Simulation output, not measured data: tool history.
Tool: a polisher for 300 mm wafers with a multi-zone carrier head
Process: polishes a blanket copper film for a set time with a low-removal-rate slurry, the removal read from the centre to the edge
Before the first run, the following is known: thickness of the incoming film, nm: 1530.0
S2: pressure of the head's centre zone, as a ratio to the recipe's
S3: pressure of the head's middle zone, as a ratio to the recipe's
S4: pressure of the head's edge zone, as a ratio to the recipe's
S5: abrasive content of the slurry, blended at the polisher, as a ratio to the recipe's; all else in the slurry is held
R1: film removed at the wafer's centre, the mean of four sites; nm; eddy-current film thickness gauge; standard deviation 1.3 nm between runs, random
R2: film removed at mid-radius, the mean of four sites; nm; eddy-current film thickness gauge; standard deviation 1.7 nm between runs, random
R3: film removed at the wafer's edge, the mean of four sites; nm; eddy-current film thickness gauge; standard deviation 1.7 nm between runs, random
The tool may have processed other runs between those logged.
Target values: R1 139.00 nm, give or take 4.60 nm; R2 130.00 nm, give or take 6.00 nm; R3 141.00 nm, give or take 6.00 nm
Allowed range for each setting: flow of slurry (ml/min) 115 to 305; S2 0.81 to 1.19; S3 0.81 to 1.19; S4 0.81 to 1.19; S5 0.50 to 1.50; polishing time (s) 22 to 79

Run 1, day 0.000: flow of slurry (ml/min) 195, S2 1.00, S3 1.00, S4 1.00, S5 1.00, polishing time (s) 50. Result: R1 171.17 nm, R2 162.47 nm, R3 166.52 nm.
Run 2, day 0.062: flow of slurry (ml/min) 190, S2 0.99, S3 0.99, S4 0.99, S5 0.95, polishing time (s) 50. Result: R1 166.27 nm, R2 161.89 nm, R3 168.99 nm.
Run 3, day 0.312: flow of slurry (ml/min) 190, S2 0.99, S3 0.99, S4 0.99, S5 0.90, polishing time (s) 49. Result: R1 160.82 nm, R2 158.03 nm, R3 157.20 nm.
Run 4, day 0.529: flow of slurry (ml/min) 185, S2 0.99, S3 0.97, S4 0.99, S5 0.90, polishing time (s) 49. Result: R1 161.14 nm, R2 152.53 nm, R3 156.32 nm.
Run 5, day 0.650: flow of slurry (ml/min) 185, S2 0.99, S3 0.97, S4 0.91, S5 0.90, polishing time (s) 49. Result: R1 159.95 nm, R2 152.86 nm, R3 155.09 nm.
Run 6, day 1.004: flow of slurry (ml/min) 180, S2 0.98, S3 0.96, S4 0.91, S5 0.90, polishing time (s) 49. Result: R1 157.89 nm, R2 151.48 nm, R3 156.28 nm.
Run 7, day 1.375: flow of slurry (ml/min) 180, S2 0.98, S3 0.95, S4 0.91, S5 0.85, polishing time (s) 49. Result: R1 154.47 nm, R2 146.81 nm, R3 149.56 nm.
Run 8, day 1.475: flow of slurry (ml/min) 175, S2 0.97, S3 0.94, S4 0.91, S5 0.85, polishing time (s) 49. Result: R1 152.70 nm, R2 149.44 nm, R3 151.62 nm.
Run 9, day 1.567: flow of slurry (ml/min) 175, S2 0.97, S3 0.92, S4 0.91, S5 0.85, polishing time (s) 49. Result: R1 153.19 nm, R2 141.95 nm, R3 152.92 nm.
Run 10, day 1.675: flow of slurry (ml/min) 165, S2 0.96, S3 0.90, S4 0.90, S5 0.75, polishing time (s) 49. Result: R1 144.52 nm, R2 137.98 nm, R3 144.64 nm.
Run 11, day 1.708: flow of slurry (ml/min) 155, S2 0.96, S3 0.88, S4 0.90, S5 0.75, polishing time (s) 49. Result: R1 146.09 nm, R2 131.52 nm, R3 142.73 nm.
Run 12, day 1.850: flow of slurry (ml/min) 155, S2 0.96, S3 0.88, S4 0.90, S5 0.75, polishing time (s) 49. Result: R1 145.40 nm, R2 133.58 nm, R3 145.19 nm.

5 next moves are on the table. One of them brings every result within its allowed miss. Which?
Run A, day 1.992: flow of slurry (ml/min) 170, S2 0.99, S3 0.93, S4 0.86, S5 0.65, polishing time (s) 46. Result: R1 ?, R2 ?, R3 ?.
Run B, day 1.992: flow of slurry (ml/min) 135, S2 0.99, S3 0.81, S4 0.92, S5 1.00, polishing time (s) 47. Result: R1 ?, R2 ?, R3 ?.
Run C, day 1.992: flow of slurry (ml/min) 140, S2 0.99, S3 0.93, S4 0.98, S5 0.60, polishing time (s) 44. Result: R1 ?, R2 ?, R3 ?.
Run D, day 1.992: flow of slurry (ml/min) 160, S2 0.97, S3 0.93, S4 0.95, S5 0.75, polishing time (s) 46. Result: R1 ?, R2 ?, R3 ?.
Run E, day 1.992: flow of slurry (ml/min) 155, S2 0.92, S3 0.88, S4 0.94, S5 0.70, polishing time (s) 51. Result: R1 ?, R2 ?, R3 ?.

move      R1      R2      R3
   A  136.72  126.93  130.62
   B  145.73  121.44  146.30
   C  123.93  115.52  127.50
   D  136.34  129.37  139.73
   E  140.41  134.40  151.51
A: corrects the largest miss of the last run, while another result sits out of spec
B: lands further from the targets than the last run did
C: the result that was furthest off in the last run now lies on the other side of its target
D: all results in spec
E: corrects the largest miss of the last run, while another result sits out of spec
Answer: D
